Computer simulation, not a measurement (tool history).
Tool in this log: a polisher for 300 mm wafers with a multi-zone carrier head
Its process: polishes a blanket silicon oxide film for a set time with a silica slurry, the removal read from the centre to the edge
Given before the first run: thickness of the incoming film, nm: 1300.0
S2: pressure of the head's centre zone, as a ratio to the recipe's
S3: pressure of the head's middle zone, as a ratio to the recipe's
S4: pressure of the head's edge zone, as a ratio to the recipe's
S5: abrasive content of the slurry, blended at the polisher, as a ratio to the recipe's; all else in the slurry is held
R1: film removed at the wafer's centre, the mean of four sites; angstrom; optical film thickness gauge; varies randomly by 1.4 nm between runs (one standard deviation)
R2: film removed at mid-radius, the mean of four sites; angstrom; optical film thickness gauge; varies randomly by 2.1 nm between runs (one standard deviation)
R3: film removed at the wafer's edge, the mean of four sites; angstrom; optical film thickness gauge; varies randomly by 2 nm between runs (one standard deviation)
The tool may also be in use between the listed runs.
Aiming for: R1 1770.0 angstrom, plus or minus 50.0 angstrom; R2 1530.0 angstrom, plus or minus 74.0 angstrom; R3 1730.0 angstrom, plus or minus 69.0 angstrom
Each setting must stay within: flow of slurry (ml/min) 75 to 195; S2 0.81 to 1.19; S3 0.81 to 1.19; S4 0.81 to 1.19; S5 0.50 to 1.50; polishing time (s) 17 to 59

run 1 day=0.000 | flow_of_slurry_(ml/min)=125 S2=1.00 S3=1.00 S4=1.00 S5=1.00 polishing_time_(s)=38 | R1=1954.3 R2=1941.7 R3=1999.0
run 2 day=0.238 | flow_of_slurry_(ml/min)=125 S2=1.00 S3=1.00 S4=1.00 S5=1.00 polishing_time_(s)=46 | R1=2403.9 R2=2410.3 R3=2413.4
run 3 day=0.258 | flow_of_slurry_(ml/min)=125 S2=1.00 S3=1.00 S4=1.00 S5=1.00 polishing_time_(s)=51 | R1=2642.6 R2=2649.7 R3=2590.9
run 4 day=0.438 | flow_of_slurry_(ml/min)=120 S2=1.00 S3=0.96 S4=0.98 S5=0.90 polishing_time_(s)=50 | R1=2385.8 R2=2284.6 R3=2382.5
run 5 day=0.762 | flow_of_slurry_(ml/min)=115 S2=1.00 S3=0.94 S4=0.94 S5=0.80 polishing_time_(s)=50 | R1=2177.7 R2=2072.8 R3=2118.1
run 6 day=0.788 | flow_of_slurry_(ml/min)=115 S2=1.00 S3=0.94 S4=0.94 S5=0.80 polishing_time_(s)=44 | R1=1851.9 R2=1742.0 R3=1841.4
run 7 day=0.812 | flow_of_slurry_(ml/min)=110 S2=1.01 S3=0.93 S4=0.94 S5=0.80 polishing_time_(s)=44 | R1=1893.1 R2=1760.9 R3=1831.5
run 8 day=1.071 | flow_of_slurry_(ml/min)=105 S2=1.01 S3=0.91 S4=0.94 S5=0.80 polishing_time_(s)=44 | R1=1848.9 R2=1726.3 R3=1808.1
run 9 day=1.312 | flow_of_slurry_(ml/min)=85 S2=1.04 S3=0.81 S4=0.94 S5=0.75 polishing_time_(s)=44 | R1=1683.4 R2=1377.5 R3=1623.1
run 10 day=1.642 | flow_of_slurry_(ml/min)=90 S2=1.04 S3=0.82 S4=0.94 S5=0.75 polishing_time_(s)=44 | R1=1739.9 R2=1486.8 R3=1659.8
run 11 day=1.854 | flow_of_slurry_(ml/min)=90 S2=1.04 S3=0.82 S4=0.95 S5=0.75 polishing_time_(s)=44 | R1=1731.2 R2=1462.1 R3=1697.2
run 12 day=2.212 | flow_of_slurry_(ml/min)=90 S2=1.04 S3=0.83 S4=0.95 S5=0.75 polishing_time_(s)=44 | R1=1711.4 R2=1449.8 R3=1657.9

5 candidate next runs follow, results not yet known. Just one meets every target within its allowed miss. Identify it.
run A day=2.571 | flow_of_slurry_(ml/min)=75 S2=1.05 S3=0.92 S4=0.93 S5=1.00 polishing_time_(s)=35 | R1=? R2=? R3=?
run B day=2.571 | flow_of_slurry_(ml/min)=95 S2=1.03 S3=0.85 S4=0.95 S5=0.85 polishing_time_(s)=40 | R1=? R2=? R3=?
run C day=2.571 | flow_of_slurry_(ml/min)=100 S2=1.04 S3=0.81 S4=0.99 S5=0.70 polishing_time_(s)=43 | R1=? R2=? R3=?
run D day=2.571 | flow_of_slurry_(ml/min)=100 S2=1.00 S3=0.96 S4=0.87 S5=0.75 polishing_time_(s)=42 | R1=? R2=? R3=?
run E day=2.571 | flow_of_slurry_(ml/min)=80 S2=1.14 S3=0.90 S4=0.85 S5=0.75 polishing_time_(s)=43 | R1=? R2=? R3=?

move=A R1=1637.5 R2=1504.2 R3=1626.4
move=B R1=1739.0 R2=1525.6 R3=1726.0
move=C R1=1576.4 R2=1325.5 R3=1574.5
move=D R1=1604.7 R2=1568.3 R3=1558.3
move=E R1=1734.0 R2=1453.9 R3=1523.9
A: misses by more than the last run did
B: all results land within tolerance of their targets
C: misses by more than the last run did
D: misses by more than the last run did
E: corrects the largest miss of the last run, while another result sits out of spec
Answer: B
